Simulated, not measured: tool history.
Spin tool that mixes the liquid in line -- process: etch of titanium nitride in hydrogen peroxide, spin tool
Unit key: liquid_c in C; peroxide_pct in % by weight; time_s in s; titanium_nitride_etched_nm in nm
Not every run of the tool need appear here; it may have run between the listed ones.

run 1 day=0.000 | liquid_c=50.0 peroxide_pct=26.0 time_s=300 | titanium_nitride_etched_nm=18.083
run 2 day=0.279 | liquid_c=50.0 peroxide_pct=22.5 time_s=300 | titanium_nitride_etched_nm=17.541
run 3 day=0.312 | liquid_c=50.0 peroxide_pct=27.0 time_s=300 | titanium_nitride_etched_nm=18.125
run 4 day=0.529 | liquid_c=47.0 peroxide_pct=27.0 time_s=300 | titanium_nitride_etched_nm=14.499
run 5 day=0.871 | liquid_c=47.0 peroxide_pct=30.0 time_s=300 | titanium_nitride_etched_nm=14.804
run 6 day=1.071 | liquid_c=50.5 peroxide_pct=30.0 time_s=300 | titanium_nitride_etched_nm=19.310
run 7 day=1.162 | liquid_c=53.0 peroxide_pct=30.0 time_s=300 | titanium_nitride_etched_nm=23.206
-- day=1.338 heated supply line repaired
run 8 day=1.338 | liquid_c=55.0 peroxide_pct=30.0 time_s=300 | titanium_nitride_etched_nm=34.738

Expected results for the next run?
run 9 day=1.471 | liquid_c=55.5 peroxide_pct=30.0 time_s=300 | titanium_nitride_etched_nm=?

titanium_nitride_etched_nm: 35.981 nm

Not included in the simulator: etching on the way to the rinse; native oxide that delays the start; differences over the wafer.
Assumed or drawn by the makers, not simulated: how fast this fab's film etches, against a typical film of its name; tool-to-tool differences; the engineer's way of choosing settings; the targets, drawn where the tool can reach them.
